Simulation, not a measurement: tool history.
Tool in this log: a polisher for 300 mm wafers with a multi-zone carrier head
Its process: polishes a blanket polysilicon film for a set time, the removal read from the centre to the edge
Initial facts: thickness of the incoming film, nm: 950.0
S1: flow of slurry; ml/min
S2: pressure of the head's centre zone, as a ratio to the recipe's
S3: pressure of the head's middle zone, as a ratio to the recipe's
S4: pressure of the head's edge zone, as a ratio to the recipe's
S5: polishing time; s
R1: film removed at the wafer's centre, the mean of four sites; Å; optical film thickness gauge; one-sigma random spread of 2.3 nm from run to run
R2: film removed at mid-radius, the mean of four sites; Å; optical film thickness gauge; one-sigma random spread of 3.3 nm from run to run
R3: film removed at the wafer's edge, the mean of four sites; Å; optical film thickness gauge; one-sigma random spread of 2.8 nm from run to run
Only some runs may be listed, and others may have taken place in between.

| run | hour | S1 | S2 | S3 | S4 | S5 | R1 | R2 | R3 |
|---|---|---|---|---|---|---|---|---|---|
| 1 | 0 | 215 | 1 | 1 | 1 | 29 | 3552 | 3404.1 | 3509.4 |
| 2 | 9 | 215 | 0.95 | 1 | 1 | 29 | 3375.1 | 3381.1 | 3473 |
| 3 | 9.8 | 215 | 0.95 | 1.06 | 1 | 29 | 3341.6 | 3682 | 3449.4 |
| 4 | 13.4 | 210 | 0.94 | 1.03 | 0.96 | 27 | 3064.5 | 3269.5 | 3133.6 |
| 5 | 14.3 | 210 | 1 | 1.03 | 0.96 | 27 | 3225.9 | 3207.1 | 3156.3 |
| 6 | 20 | 210 | 1 | 1.03 | 0.92 | 27 | 3289.4 | 3251.8 | 3095.6 |

What does the tool deliver on the next run?
| 7 | 26.2 | 200 | 0.96 | 1 | 0.9 | 26 | ? | ? | ? |

Run 7 yielded R1 2965.3 Å, R2 3047.8 Å, R3 2907 Å.
